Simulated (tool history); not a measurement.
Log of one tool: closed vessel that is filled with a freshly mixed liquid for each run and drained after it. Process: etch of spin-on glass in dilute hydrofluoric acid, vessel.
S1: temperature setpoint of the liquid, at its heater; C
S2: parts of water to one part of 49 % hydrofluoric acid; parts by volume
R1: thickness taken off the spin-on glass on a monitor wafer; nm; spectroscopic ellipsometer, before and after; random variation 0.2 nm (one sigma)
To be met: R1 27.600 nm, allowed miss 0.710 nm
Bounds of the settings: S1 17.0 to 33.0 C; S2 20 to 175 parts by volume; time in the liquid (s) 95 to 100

run 1 day=0.000 | S1=25.0 S2=95 time_in_the_liquid_(s)=95 | R1=32.082
run 2 day=0.375 | S1=25.0 S2=95 time_in_the_liquid_(s)=100 | R1=33.807
run 3 day=0.442 | S1=25.0 S2=95 time_in_the_liquid_(s)=95 | R1=31.840
run 4 day=0.704 | S1=24.5 S2=95 time_in_the_liquid_(s)=95 | R1=31.220
run 5 day=0.825 | S1=24.5 S2=80 time_in_the_liquid_(s)=95 | R1=37.709
run 6 day=1.112 | S1=28.0 S2=80 time_in_the_liquid_(s)=95 | R1=43.751
run 7 day=1.392 | S1=26.5 S2=80 time_in_the_liquid_(s)=95 | R1=40.756
run 8 day=1.646 | S1=25.0 S2=80 time_in_the_liquid_(s)=95 | R1=38.674
run 9 day=1.833 | S1=24.0 S2=80 time_in_the_liquid_(s)=95 | R1=37.198
run 10 day=2.017 | S1=20.0 S2=85 time_in_the_liquid_(s)=95 | R1=29.475

5 next moves are on the table. One of them brings every result within its allowed miss. Which?
run A day=2.200 | S1=21.5 S2=95 time_in_the_liquid_(s)=95 | R1=?
run B day=2.200 | S1=19.0 S2=75 time_in_the_liquid_(s)=95 | R1=?
run C day=2.200 | S1=17.5 S2=75 time_in_the_liquid_(s)=100 | R1=?
run D day=2.200 | S1=19.0 S2=80 time_in_the_liquid_(s)=95 | R1=?
run E day=2.200 | S1=23.0 S2=100 time_in_the_liquid_(s)=100 | R1=?

move=A R1=27.667
move=B R1=32.335
move=C R1=31.941
move=D R1=30.143
move=E R1=29.218
A: meets every target
B: further off than the last run
C: further off than the last run
D: further off than the last run
E: nearer than the last run, and not there yet
Answer: A
